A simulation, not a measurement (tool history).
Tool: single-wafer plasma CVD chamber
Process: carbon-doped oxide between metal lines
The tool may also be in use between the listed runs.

| run | day | heater temperature setpoint (K) | chamber pressure (mTorr) | RF power (W) | deposition time (s) | mean film thickness on the monitor wafer (Å) |
|---|---|---|---|---|---|---|
| 1 | 0.000 | 633.15 | 5970 | 645 | 7.14 | 434.84 |
| 2 | 0.338 | 633.15 | 5970 | 685 | 7.14 | 447.10 |
| 3 | 0.704 | 626.15 | 5970 | 685 | 7.14 | 458.76 |
| 4 | 0.904 | 626.15 | 5430 | 685 | 7.14 | 452.90 |
| 5 | 1.067 | 625.15 | 5560 | 695 | 7.14 | 455.51 |
| 6 | 1.138 | 624.15 | 5730 | 705 | 7.14 | 463.42 |
| 7 | 1.438 | 623.15 | 5840 | 715 | 7.14 | 468.56 |
| 8 | 1.475 | 622.15 | 5920 | 725 | 7.14 | 474.70 |
| 9 | 1.521 | 621.15 | 6000 | 735 | 7.14 | 482.69 |

Run 10 comes next. What will it give?
| 10 | 1.671 | 621.15 | 6090 | 740 | 7.14 | ? |

mean film thickness on the monitor wafer (Å): 481.24
